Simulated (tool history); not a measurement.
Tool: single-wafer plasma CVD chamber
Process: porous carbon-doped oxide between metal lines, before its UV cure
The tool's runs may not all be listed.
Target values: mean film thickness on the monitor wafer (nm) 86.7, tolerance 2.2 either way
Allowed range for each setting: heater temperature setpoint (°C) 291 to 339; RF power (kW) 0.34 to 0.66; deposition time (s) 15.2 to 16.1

| run | hour | heater temperature setpoint (°C) | RF power (kW) | deposition time (s) | mean film thickness on the monitor wafer (nm) |
|---|---|---|---|---|---|
| 1 | 0 | 315 | 0.5 | 16.1 | 76.945 |
| 2 | 4.4 | 315 | 0.45 | 16.1 | 70.393 |
| 3 | 6.8 | 315 | 0.5 | 16.1 | 77.47 |
| 4 | 9.9 | 315 | 0.5 | 16.1 | 77.822 |
| 5 | 14.5 | 308 | 0.5 | 16.1 | 80.845 |
| 6 | 15.9 | 306 | 0.505 | 16.1 | 81.491 |
| 7 | 23.3 | 304 | 0.51 | 16.1 | 83.635 |
| 8 | 27 | 303 | 0.51 | 16.1 | 84.117 |

Exactly one of the 5 candidate moves below puts every result within its allowed miss. Which one?
| A | 30.7 | 304 | 0.49 | 16 | ? |
| B | 30.7 | 301 | 0.54 | 15.6 | ? |
| C | 30.7 | 297 | 0.505 | 15.2 | ? |
| D | 30.7 | 311 | 0.52 | 15.7 | ? |
| E | 30.7 | 307 | 0.49 | 16.1 | ? |

| move | mean film thickness on the monitor wafer (nm) |
|---|---|
| A | 80.727 |
| B | 86.64 |
| C | 82.35 |
| D | 79.521 |
| E | 79.699 |
A: its largest miss is bigger than the last run's
B: hits every target within its allowed miss
C: its largest miss is bigger than the last run's
D: its largest miss is bigger than the last run's
E: its largest miss is bigger than the last run's
Move B is the one to make.
